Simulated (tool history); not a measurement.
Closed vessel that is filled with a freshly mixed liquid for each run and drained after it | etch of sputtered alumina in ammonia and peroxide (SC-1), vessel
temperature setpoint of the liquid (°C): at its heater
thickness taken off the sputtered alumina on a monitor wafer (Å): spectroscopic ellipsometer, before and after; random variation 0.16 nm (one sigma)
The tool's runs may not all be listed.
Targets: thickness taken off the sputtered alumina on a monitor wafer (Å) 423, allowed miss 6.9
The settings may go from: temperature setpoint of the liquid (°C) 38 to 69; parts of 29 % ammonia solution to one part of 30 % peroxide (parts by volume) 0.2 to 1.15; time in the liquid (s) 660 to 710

| run | hour | temperature setpoint of the liquid (°C) | parts of 29 % ammonia solution to one part of 30 % peroxide (parts by volume) | time in the liquid (s) | thickness taken off the sputtered alumina on a monitor wafer (Å) |
|---|---|---|---|---|---|
| 1 | 0 | 53 | 0.65 | 660 | 250.42 |
| 2 | 5.6 | 53 | 0.65 | 710 | 268.46 |
| 3 | 11.9 | 55.5 | 0.65 | 710 | 305.93 |
| 4 | 14.9 | 57.5 | 0.65 | 710 | 339.87 |
| 5 | 22.4 | 57.5 | 0.85 | 710 | 350.82 |
| 6 | 23.6 | 53.5 | 0.85 | 710 | 284.81 |
| 7 | 29.2 | 55.5 | 0.85 | 710 | 315.52 |
| 8 | 30.2 | 57 | 0.85 | 710 | 344.23 |
| 9 | 35 | 61.5 | 0.85 | 710 | 427.39 |
| 10 | 36.2 | 61.5 | 0.85 | 710 | 432.83 |

Which of these 5 next moves meets every target?
| A | 37.4 | 62.5 | 0.85 | 685 | ? |
| B | 37.4 | 62.5 | 0.85 | 710 | ? |
| C | 37.4 | 62.5 | 0.95 | 690 | ? |
| D | 37.4 | 61 | 0.9 | 710 | ? |
| E | 37.4 | 63.5 | 0.7 | 695 | ? |

| move | thickness taken off the sputtered alumina on a monitor wafer (Å) |
|---|---|
| A | 437.07 |
| B | 453.02 |
| C | 444.9 |
| D | 422.12 |
| E | 457.85 |
A: further off than the last run
B: further off than the last run
C: further off than the last run
D: meets every target
E: further off than the last run
Answer: D

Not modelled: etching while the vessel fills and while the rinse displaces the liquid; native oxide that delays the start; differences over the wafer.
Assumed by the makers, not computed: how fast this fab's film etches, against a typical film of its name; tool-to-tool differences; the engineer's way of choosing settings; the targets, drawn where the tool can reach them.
